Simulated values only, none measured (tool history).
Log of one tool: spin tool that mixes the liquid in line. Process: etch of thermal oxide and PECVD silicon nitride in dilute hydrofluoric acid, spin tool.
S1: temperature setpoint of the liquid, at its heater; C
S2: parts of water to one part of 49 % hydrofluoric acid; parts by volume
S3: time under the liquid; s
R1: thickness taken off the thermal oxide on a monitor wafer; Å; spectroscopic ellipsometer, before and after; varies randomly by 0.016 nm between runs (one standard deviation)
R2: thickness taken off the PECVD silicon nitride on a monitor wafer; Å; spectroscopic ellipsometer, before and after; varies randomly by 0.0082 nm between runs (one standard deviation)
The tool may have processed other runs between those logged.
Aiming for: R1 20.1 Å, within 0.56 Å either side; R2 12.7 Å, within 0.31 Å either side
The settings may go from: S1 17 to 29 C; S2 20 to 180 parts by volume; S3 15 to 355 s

| run | day | S1 | S2 | S3 | R1 | R2 |
|---|---|---|---|---|---|---|
| 1 | 0 | 21 | 100 | 180 | 71.182 | 40.038 |
| 2 | 0.112 | 21 | 110 | 170 | 59.98 | 34.04 |
| 3 | 0.154 | 21 | 110 | 140 | 49.451 | 28.159 |
| 4 | 0.438 | 21 | 85 | 140 | 65.61 | 35.768 |
| 5 | 0.767 | 17.5 | 85 | 140 | 56.776 | 28.428 |
| 6 | 1.125 | 18 | 100 | 140 | 48.124 | 24.99 |
| 7 | 1.212 | 21 | 140 | 135 | 35.969 | 21.555 |
| 8 | 1.288 | 21 | 145 | 130 | 33.636 | 19.909 |
| 9 | 1.617 | 21 | 150 | 125 | 30.843 | 18.482 |
| 10 | 1.988 | 21 | 180 | 110 | 22.042 | 13.686 |
| 11 | 2.1 | 21 | 180 | 105 | 20.952 | 12.916 |
| 12 | 2.238 | 22 | 180 | 90 | 18.632 | 11.937 |
| 13 | 2.517 | 22 | 175 | 90 | 19.33 | 12.08 |

Consider the 4 candidate settings below. Which is the only one whose results all fall within their allowed miss of target?
| A | 2.796 | 23.5 | 180 | 85 | ? | ? |
| B | 2.796 | 18 | 140 | 90 | ? | ? |
| C | 2.796 | 24 | 180 | 85 | ? | ? |
| D | 2.796 | 22.5 | 165 | 85 | ? | ? |

| move | R1 | R2 |
|---|---|---|
| A | 18.659 | 12.507 |
| B | 21.345 | 11.765 |
| C | 19.013 | 12.913 |
| D | 19.917 | 12.775 |
A: the furthest-off result lands on target, but another misses its tolerance
B: moves away from the targets compared with the last run
C: the furthest-off result lands on target, but another misses its tolerance
D: hits every target within its allowed miss
Go with D: it meets all targets.
